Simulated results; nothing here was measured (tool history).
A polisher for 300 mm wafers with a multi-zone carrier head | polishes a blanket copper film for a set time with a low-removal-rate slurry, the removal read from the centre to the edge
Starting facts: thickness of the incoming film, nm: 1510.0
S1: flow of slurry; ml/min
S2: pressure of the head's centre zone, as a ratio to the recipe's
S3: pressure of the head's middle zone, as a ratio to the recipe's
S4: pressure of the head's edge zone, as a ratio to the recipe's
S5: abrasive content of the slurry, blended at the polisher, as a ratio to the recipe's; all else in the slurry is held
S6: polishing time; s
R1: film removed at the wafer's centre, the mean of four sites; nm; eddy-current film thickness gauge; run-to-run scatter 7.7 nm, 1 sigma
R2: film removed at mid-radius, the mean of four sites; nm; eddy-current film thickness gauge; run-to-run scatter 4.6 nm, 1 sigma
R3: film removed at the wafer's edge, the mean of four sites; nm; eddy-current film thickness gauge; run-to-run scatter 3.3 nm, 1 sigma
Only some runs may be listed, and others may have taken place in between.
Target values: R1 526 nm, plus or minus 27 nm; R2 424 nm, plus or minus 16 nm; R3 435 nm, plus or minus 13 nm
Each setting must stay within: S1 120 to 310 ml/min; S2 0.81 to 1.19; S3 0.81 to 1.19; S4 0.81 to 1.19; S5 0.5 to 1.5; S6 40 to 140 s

run,hour,S1,S2,S3,S4,S5,S6,R1,R2,R3
1,0,200,1,1,1,1,90,299.28,298.79,303.55
2,0.8,200,1,1,1,1,111,384.04,372.64,375.25
3,4.1,200,0.92,1,1,1,111,346.8,372.95,372.8
4,7,210,0.97,1.01,1.01,1.05,111,380.11,378.82,380.52
5,10.8,210,0.97,1.01,1.01,1.25,111,388.13,400.65,393.06
6,15.3,210,0.97,1.01,1.01,1.4,111,373.22,397.71,397.66
7,18,260,1.07,0.99,1.07,1.25,117,457.16,415,431.93
# hour 24.3: worn pad replaced by a new one
8,24.3,260,1.09,0.99,1.07,1.25,117,503.89,461.5,469.83
9,28.3,260,1.09,0.89,0.97,1.35,119,531.44,431.4,469.74

Which of these 4 next moves meets every target?
A,32.3,235,1.16,0.94,0.92,1.4,113,?,?,?
B,32.3,250,1.04,0.81,1.05,1.35,128,?,?,?
C,32.3,240,1.06,0.91,1,1.4,123,?,?,?
D,32.3,260,1.15,1,0.93,1.35,115,?,?,?

move,R1,R2,R3
A,522.34,417.39,433.77
B,530.4,418.85,519.5
C,520.52,443.52,489.67
D,530.51,449.65,444
A: hits every target within its allowed miss
B: moves away from the targets compared with the last run
C: moves away from the targets compared with the last run
D: brings the result that was furthest off to its target, and leaves another outside
Correct choice: A, which meets every target
